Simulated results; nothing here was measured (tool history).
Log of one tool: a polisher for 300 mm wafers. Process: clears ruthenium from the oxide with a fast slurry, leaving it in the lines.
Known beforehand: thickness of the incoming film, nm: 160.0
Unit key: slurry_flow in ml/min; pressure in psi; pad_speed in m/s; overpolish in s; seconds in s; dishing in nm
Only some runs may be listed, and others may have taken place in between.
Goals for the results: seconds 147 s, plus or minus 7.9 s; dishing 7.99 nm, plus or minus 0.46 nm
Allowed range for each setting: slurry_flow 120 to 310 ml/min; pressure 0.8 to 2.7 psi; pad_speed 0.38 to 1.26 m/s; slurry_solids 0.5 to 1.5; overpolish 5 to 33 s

{"run": 1, "day": 0.0, "slurry_flow": 200, "pressure": 1.7, "pad_speed": 0.82, "slurry_solids": 1, "overpolish": 17, "seconds": 75.984, "dishing": 29.968}
{"run": 2, "day": 0.217, "slurry_flow": 200, "pressure": 1.7, "pad_speed": 0.82, "slurry_solids": 0.8, "overpolish": 17, "seconds": 85.037, "dishing": 26.379}
{"run": 3, "day": 0.525, "slurry_flow": 200, "pressure": 1.7, "pad_speed": 0.72, "slurry_solids": 0.8, "overpolish": 17, "seconds": 92.77, "dishing": 24.787}
{"run": 4, "day": 0.621, "slurry_flow": 195, "pressure": 1.6, "pad_speed": 0.7, "slurry_solids": 0.7, "overpolish": 14, "seconds": 103.97, "dishing": 18.584}
{"run": 5, "day": 0.875, "slurry_flow": 195, "pressure": 1.5, "pad_speed": 0.68, "slurry_solids": 0.65, "overpolish": 12, "seconds": 116.85, "dishing": 14.582}
{"run": 6, "day": 1.029, "slurry_flow": 195, "pressure": 1.2, "pad_speed": 0.68, "slurry_solids": 0.65, "overpolish": 12, "seconds": 141.68, "dishing": 12.226}
{"run": 7, "day": 1.308, "slurry_flow": 195, "pressure": 1.2, "pad_speed": 0.68, "slurry_solids": 0.65, "overpolish": 10, "seconds": 136.45, "dishing": 10.329}
{"run": 8, "day": 1.404, "slurry_flow": 195, "pressure": 1.2, "pad_speed": 0.68, "slurry_solids": 0.65, "overpolish": 9, "seconds": 139.51, "dishing": 9.2759}

Below are 5 possible settings for the next run. Only one of them brings all results inside the allowed miss of their targets. Which is it?
{"run": "A", "day": 1.5, "slurry_flow": 205, "pressure": 1.2, "pad_speed": 0.64, "slurry_solids": 0.5, "overpolish": 9, "seconds": "?", "dishing": "?"}
{"run": "B", "day": 1.5, "slurry_flow": 230, "pressure": 1.3, "pad_speed": 0.62, "slurry_solids": 0.6, "overpolish": 10, "seconds": "?", "dishing": "?"}
{"run": "C", "day": 1.5, "slurry_flow": 200, "pressure": 1.3, "pad_speed": 0.58, "slurry_solids": 0.65, "overpolish": 8, "seconds": "?", "dishing": "?"}
{"run": "D", "day": 1.5, "slurry_flow": 175, "pressure": 1, "pad_speed": 0.62, "slurry_solids": 0.65, "overpolish": 9, "seconds": "?", "dishing": "?"}
{"run": "E", "day": 1.5, "slurry_flow": 185, "pressure": 1.2, "pad_speed": 0.58, "slurry_solids": 0.6, "overpolish": 8, "seconds": "?", "dishing": "?"}

move=A seconds=167.6 dishing=7.9121
move=B seconds=142.87 dishing=10.232
move=C seconds=144.77 dishing=8.1357
move=D seconds=170.5 dishing=7.7812
move=E seconds=162.16 dishing=7.2845
A: meets the target for the result that was furthest off, but another lies outside its allowed miss
B: moves away from the targets compared with the last run
C: meets every target
D: meets the target for the result that was furthest off, but another lies outside its allowed miss
E: the result that was furthest off in the last run now lies on the other side of its target
C is the move that brings every result within its allowed miss.
